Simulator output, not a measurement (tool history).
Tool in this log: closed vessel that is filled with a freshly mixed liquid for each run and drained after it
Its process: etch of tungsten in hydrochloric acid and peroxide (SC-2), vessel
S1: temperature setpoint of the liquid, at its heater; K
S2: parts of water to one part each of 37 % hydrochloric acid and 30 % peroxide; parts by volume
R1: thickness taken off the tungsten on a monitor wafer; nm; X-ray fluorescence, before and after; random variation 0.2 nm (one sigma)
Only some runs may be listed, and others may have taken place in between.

Run 1, hour 0: S1 319.15 K, S2 8 parts by volume, time in the liquid (s) 95. Result: R1 9.4117 nm.
Run 2, hour 6.9: S1 321.15 K, S2 8 parts by volume, time in the liquid (s) 95. Result: R1 10.921 nm.
Run 3, hour 15: S1 322.65 K, S2 8 parts by volume, time in the liquid (s) 95. Result: R1 12.014 nm.
Run 4, hour 17.3: S1 324.15 K, S2 8 parts by volume, time in the liquid (s) 95. Result: R1 13.487 nm.
Run 5, hour 20.7: S1 324.15 K, S2 9 parts by volume, time in the liquid (s) 95. Result: R1 12.032 nm.
Run 6, hour 28.9: S1 329.65 K, S2 9 parts by volume, time in the liquid (s) 95. Result: R1 17.192 nm.
Run 7, hour 35.7: S1 329.65 K, S2 9 parts by volume, time in the liquid (s) 95. Result: R1 17.383 nm.

The next listed run, before its measurement:
Run 8, hour 41.2: S1 330.15 K, S2 9 parts by volume, time in the liquid (s) 95. Result: R1 ?.

R1: 17.863 nm
